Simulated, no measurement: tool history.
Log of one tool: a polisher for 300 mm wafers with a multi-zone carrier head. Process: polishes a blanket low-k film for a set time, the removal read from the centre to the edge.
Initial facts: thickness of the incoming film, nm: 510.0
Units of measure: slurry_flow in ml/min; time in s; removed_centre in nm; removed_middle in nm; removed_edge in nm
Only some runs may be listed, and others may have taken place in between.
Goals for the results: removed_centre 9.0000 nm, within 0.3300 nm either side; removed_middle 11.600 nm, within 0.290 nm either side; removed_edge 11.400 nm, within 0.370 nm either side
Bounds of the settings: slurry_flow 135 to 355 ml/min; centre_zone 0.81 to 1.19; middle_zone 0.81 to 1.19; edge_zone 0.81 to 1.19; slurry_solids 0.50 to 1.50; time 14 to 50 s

{"run": 1, "day": 0.0, "slurry_flow": 225, "centre_zone": 1.0, "middle_zone": 1.0, "edge_zone": 1.0, "slurry_solids": 1.0, "time": 32, "removed_centre": 11.209, "removed_middle": 13.123, "removed_edge": 12.851}
{"run": 2, "day": 0.233, "slurry_flow": 225, "centre_zone": 1.0, "middle_zone": 1.0, "edge_zone": 1.08, "slurry_solids": 1.0, "time": 32, "removed_centre": 11.043, "removed_middle": 13.043, "removed_edge": 13.401}
{"run": 3, "day": 0.538, "slurry_flow": 225, "centre_zone": 0.92, "middle_zone": 1.0, "edge_zone": 1.08, "slurry_solids": 1.0, "time": 32, "removed_centre": 10.141, "removed_middle": 13.168, "removed_edge": 13.492}
{"run": 4, "day": 0.612, "slurry_flow": 225, "centre_zone": 0.92, "middle_zone": 1.0, "edge_zone": 1.12, "slurry_solids": 1.0, "time": 32, "removed_centre": 10.175, "removed_middle": 13.059, "removed_edge": 13.741}
{"run": 5, "day": 0.979, "slurry_flow": 275, "centre_zone": 0.92, "middle_zone": 1.0, "edge_zone": 1.12, "slurry_solids": 1.0, "time": 32, "removed_centre": 10.493, "removed_middle": 13.33, "removed_edge": 13.766}
{"run": 6, "day": 1.117, "slurry_flow": 275, "centre_zone": 0.86, "middle_zone": 1.0, "edge_zone": 1.12, "slurry_solids": 1.0, "time": 32, "removed_centre": 10.067, "removed_middle": 13.482, "removed_edge": 14.039}
{"run": 7, "day": 1.296, "slurry_flow": 270, "centre_zone": 0.86, "middle_zone": 0.99, "edge_zone": 1.08, "slurry_solids": 0.95, "time": 32, "removed_centre": 9.3451, "removed_middle": 12.757, "removed_edge": 13.193}
{"run": 8, "day": 1.342, "slurry_flow": 270, "centre_zone": 0.87, "middle_zone": 0.98, "edge_zone": 1.04, "slurry_solids": 0.95, "time": 32, "removed_centre": 9.6599, "removed_middle": 12.814, "removed_edge": 13.16}
{"run": 9, "day": 1.638, "slurry_flow": 265, "centre_zone": 0.87, "middle_zone": 0.98, "edge_zone": 1.01, "slurry_solids": 0.95, "time": 32, "removed_centre": 9.5351, "removed_middle": 12.786, "removed_edge": 12.823}
{"run": 10, "day": 1.808, "slurry_flow": 260, "centre_zone": 0.87, "middle_zone": 0.97, "edge_zone": 0.98, "slurry_solids": 0.95, "time": 32, "removed_centre": 9.6154, "removed_middle": 12.65, "removed_edge": 12.599}
{"run": 11, "day": 2.125, "slurry_flow": 260, "centre_zone": 0.87, "middle_zone": 0.97, "edge_zone": 0.98, "slurry_solids": 0.95, "time": 32, "removed_centre": 9.5905, "removed_middle": 12.633, "removed_edge": 12.571}
{"run": 12, "day": 2.167, "slurry_flow": 195, "centre_zone": 0.86, "middle_zone": 0.93, "edge_zone": 0.88, "slurry_solids": 0.9, "time": 32, "removed_centre": 8.7839, "removed_middle": 11.307, "removed_edge": 11.185}

Which one of the following 5 next-run settings gets every result inside its allowed miss? There is exactly one.
{"run": "A", "day": 2.208, "slurry_flow": 155, "centre_zone": 0.9, "middle_zone": 0.98, "edge_zone": 0.91, "slurry_solids": 0.75, "time": 38, "removed_centre": "?", "removed_middle": "?", "removed_edge": "?"}
{"run": "B", "day": 2.208, "slurry_flow": 255, "centre_zone": 0.92, "middle_zone": 1.08, "edge_zone": 0.88, "slurry_solids": 0.65, "time": 38, "removed_centre": "?", "removed_middle": "?", "removed_edge": "?"}
{"run": "C", "day": 2.208, "slurry_flow": 135, "centre_zone": 0.83, "middle_zone": 0.87, "edge_zone": 1.01, "slurry_solids": 0.75, "time": 40, "removed_centre": "?", "removed_middle": "?", "removed_edge": "?"}
{"run": "D", "day": 2.208, "slurry_flow": 190, "centre_zone": 0.86, "middle_zone": 1.01, "edge_zone": 0.85, "slurry_solids": 0.95, "time": 32, "removed_centre": "?", "removed_middle": "?", "removed_edge": "?"}
{"run": "E", "day": 2.208, "slurry_flow": 220, "centre_zone": 0.85, "middle_zone": 0.85, "edge_zone": 0.95, "slurry_solids": 0.95, "time": 32, "removed_centre": "?", "removed_middle": "?", "removed_edge": "?"}

move=A removed_centre=8.9655 removed_middle=11.752 removed_edge=11.506
move=B removed_centre=8.8725 removed_middle=12.149 removed_edge=10.602
move=C removed_centre=8.3592 removed_middle=10.920 removed_edge=12.443
move=D removed_centre=8.9260 removed_middle=12.488 removed_edge=11.444
move=E removed_centre=9.0417 removed_middle=11.193 removed_edge=12.276
A: meets every target
B: carries the result that was furthest off beyond its target, to the other side
C: misses by more than the last run did
D: carries the result that was furthest off beyond its target, to the other side
E: misses by more than the last run did
The right move is A.
